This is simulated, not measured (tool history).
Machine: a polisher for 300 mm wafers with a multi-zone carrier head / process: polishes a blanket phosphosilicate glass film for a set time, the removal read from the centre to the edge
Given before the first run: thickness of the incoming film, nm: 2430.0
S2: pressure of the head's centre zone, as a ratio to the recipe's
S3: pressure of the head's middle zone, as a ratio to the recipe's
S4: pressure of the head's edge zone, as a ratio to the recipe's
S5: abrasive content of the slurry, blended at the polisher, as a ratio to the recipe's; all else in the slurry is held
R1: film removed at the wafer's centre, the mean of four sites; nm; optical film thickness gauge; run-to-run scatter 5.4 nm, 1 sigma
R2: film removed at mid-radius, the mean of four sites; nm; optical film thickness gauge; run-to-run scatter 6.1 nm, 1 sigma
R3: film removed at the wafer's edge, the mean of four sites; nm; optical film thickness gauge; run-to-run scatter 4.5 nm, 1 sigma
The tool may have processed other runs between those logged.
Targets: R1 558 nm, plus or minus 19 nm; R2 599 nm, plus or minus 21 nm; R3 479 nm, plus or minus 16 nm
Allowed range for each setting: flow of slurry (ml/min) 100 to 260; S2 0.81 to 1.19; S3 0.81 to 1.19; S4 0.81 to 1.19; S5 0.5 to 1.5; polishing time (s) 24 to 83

run 1 hour=0 | flow_of_slurry_(ml/min)=165 S2=1 S3=1 S4=1 S5=1 polishing_time_(s)=53 | R1=603.63 R2=602.3 R3=614.53
run 2 hour=3 | flow_of_slurry_(ml/min)=165 S2=1 S3=1 S4=1.05 S5=1 polishing_time_(s)=53 | R1=604.37 R2=605.93 R3=630.8
run 3 hour=8.9 | flow_of_slurry_(ml/min)=160 S2=1.02 S3=1.06 S4=0.98 S5=0.9 polishing_time_(s)=53 | R1=609.39 R2=629.24 R3=576.53
run 4 hour=14.8 | flow_of_slurry_(ml/min)=160 S2=1.02 S3=0.99 S4=0.98 S5=0.9 polishing_time_(s)=53 | R1=586.89 R2=580.48 R3=572.25
run 5 hour=22.9 | flow_of_slurry_(ml/min)=160 S2=1.05 S3=0.99 S4=0.98 S5=0.9 polishing_time_(s)=53 | R1=625.4 R2=578.76 R3=582.92
run 6 hour=31.8 | flow_of_slurry_(ml/min)=150 S2=1.04 S3=1.02 S4=0.93 S5=0.85 polishing_time_(s)=53 | R1=601.42 R2=574.84 R3=548.06
run 7 hour=39.7 | flow_of_slurry_(ml/min)=145 S2=1.03 S3=1.05 S4=0.9 S5=0.8 polishing_time_(s)=53 | R1=565.85 R2=586.77 R3=534.06
run 8 hour=40.6 | flow_of_slurry_(ml/min)=165 S2=1.13 S3=1.14 S4=0.81 S5=0.6 polishing_time_(s)=52 | R1=584.99 R2=570.61 R3=467.43

4 candidate next runs follow, results not yet known. Just one meets every target within its allowed miss. Identify it.
run A hour=41.5 | flow_of_slurry_(ml/min)=175 S2=1.15 S3=1.14 S4=0.81 S5=0.65 polishing_time_(s)=52 | R1=? R2=? R3=?
run B hour=41.5 | flow_of_slurry_(ml/min)=175 S2=1.05 S3=1.11 S4=0.82 S5=0.5 polishing_time_(s)=52 | R1=? R2=? R3=?
run C hour=41.5 | flow_of_slurry_(ml/min)=205 S2=1.05 S3=1.16 S4=0.83 S5=0.65 polishing_time_(s)=50 | R1=? R2=? R3=?
run D hour=41.5 | flow_of_slurry_(ml/min)=140 S2=1.09 S3=1.08 S4=0.83 S5=0.55 polishing_time_(s)=55 | R1=? R2=? R3=?

move=A R1=618.41 R2=601.61 R3=484.21
move=B R1=528.8 R2=547.64 R3=453.38
move=C R1=562.47 R2=602.91 R3=479.58
move=D R1=564.07 R2=554.4 R3=478.65
A: the biggest miss grows against the last run
B: moves the result that the last run missed by most past its target, out the other side
C: meets every target
D: meets the target for the result that was furthest off, but another lies outside its allowed miss
So the answer is move C, the one that meets all the targets.
